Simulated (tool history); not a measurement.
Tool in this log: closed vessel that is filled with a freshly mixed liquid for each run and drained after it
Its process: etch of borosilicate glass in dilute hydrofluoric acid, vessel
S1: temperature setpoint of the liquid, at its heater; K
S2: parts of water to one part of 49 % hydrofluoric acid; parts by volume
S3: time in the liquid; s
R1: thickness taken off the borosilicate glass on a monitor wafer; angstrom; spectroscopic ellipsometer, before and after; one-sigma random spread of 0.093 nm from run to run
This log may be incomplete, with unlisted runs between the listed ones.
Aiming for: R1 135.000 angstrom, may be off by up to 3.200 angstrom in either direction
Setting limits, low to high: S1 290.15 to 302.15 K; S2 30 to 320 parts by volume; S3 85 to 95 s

Run 1, day 0.000: S1 294.15 K, S2 175 parts by volume, S3 85 s. Result: R1 159.540 angstrom.
Run 2, day 0.042: S1 294.15 K, S2 225 parts by volume, S3 85 s. Result: R1 116.870 angstrom.
Run 3, day 0.408: S1 291.15 K, S2 225 parts by volume, S3 85 s. Result: R1 103.520 angstrom.
Run 4, day 0.683: S1 291.15 K, S2 285 parts by volume, S3 85 s. Result: R1 78.200 angstrom.
Run 5, day 0.850: S1 291.15 K, S2 285 parts by volume, S3 85 s. Result: R1 77.689 angstrom.
Run 6, day 0.875: S1 294.15 K, S2 275 parts by volume, S3 85 s. Result: R1 91.183 angstrom.
Run 7, day 1.158: S1 296.15 K, S2 270 parts by volume, S3 85 s. Result: R1 100.160 angstrom.
Run 8, day 1.279: S1 297.65 K, S2 265 parts by volume, S3 85 s. Result: R1 110.130 angstrom.
Run 9, day 1.625: S1 298.65 K, S2 265 parts by volume, S3 85 s. Result: R1 111.780 angstrom.
Run 10, day 1.704: S1 299.65 K, S2 260 parts by volume, S3 85 s. Result: R1 118.590 angstrom.
Run 11, day 2.021: S1 300.15 K, S2 255 parts by volume, S3 85 s. Result: R1 124.200 angstrom.

Which single option among these 4 for the next run brings every result within its allowed miss of target? Just one does.
Run A, day 2.338: S1 300.15 K, S2 265 parts by volume, S3 90 s. Result: R1 ?.
Run B, day 2.338: S1 299.15 K, S2 275 parts by volume, S3 95 s. Result: R1 ?.
Run C, day 2.338: S1 300.15 K, S2 285 parts by volume, S3 90 s. Result: R1 ?.
Run D, day 2.338: S1 300.65 K, S2 255 parts by volume, S3 90 s. Result: R1 ?.

move       R1
   A  126.450
   B  122.980
   C  115.110
   D  135.130
A: nearer than the last run, and not there yet
B: misses by more than the last run did
C: misses by more than the last run did
D: every result lands within tolerance
The move that meets every target is D.
